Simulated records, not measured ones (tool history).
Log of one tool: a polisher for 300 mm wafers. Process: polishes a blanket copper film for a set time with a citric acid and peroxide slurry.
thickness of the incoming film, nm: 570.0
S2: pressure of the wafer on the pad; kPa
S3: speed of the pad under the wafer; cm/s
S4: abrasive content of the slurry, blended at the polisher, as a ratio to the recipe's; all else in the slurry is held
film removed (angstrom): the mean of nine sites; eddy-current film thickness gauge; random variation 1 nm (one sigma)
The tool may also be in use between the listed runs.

run 1 day=0 | flow_of_slurry_(ml/min)=285 S2=15.9 S3=112 S4=1 polishing_time_(s)=93 | film_removed_(angstrom)=1336.8
run 2 day=0.05 | flow_of_slurry_(ml/min)=285 S2=13.8 S3=110 S4=1 polishing_time_(s)=93 | film_removed_(angstrom)=1161.9
run 3 day=0.362 | flow_of_slurry_(ml/min)=285 S2=12.4 S3=110 S4=1 polishing_time_(s)=93 | film_removed_(angstrom)=1031
run 4 day=0.733 | flow_of_slurry_(ml/min)=285 S2=12.4 S3=110 S4=1.1 polishing_time_(s)=93 | film_removed_(angstrom)=1053
run 5 day=1.071 | flow_of_slurry_(ml/min)=285 S2=11.7 S3=110 S4=1.1 polishing_time_(s)=93 | film_removed_(angstrom)=999.16
run 6 day=1.129 | flow_of_slurry_(ml/min)=285 S2=11.7 S3=110 S4=1.1 polishing_time_(s)=93 | film_removed_(angstrom)=996.87
run 7 day=1.271 | flow_of_slurry_(ml/min)=285 S2=11 S3=110 S4=1.1 polishing_time_(s)=93 | film_removed_(angstrom)=942.67

Forecast run 8:
-- day=1.542 worn pad replaced by a new one
run 8 day=1.542 | flow_of_slurry_(ml/min)=285 S2=11 S3=110 S4=1.1 polishing_time_(s)=93 | film_removed_(angstrom)=?

film removed (angstrom): 1046.4
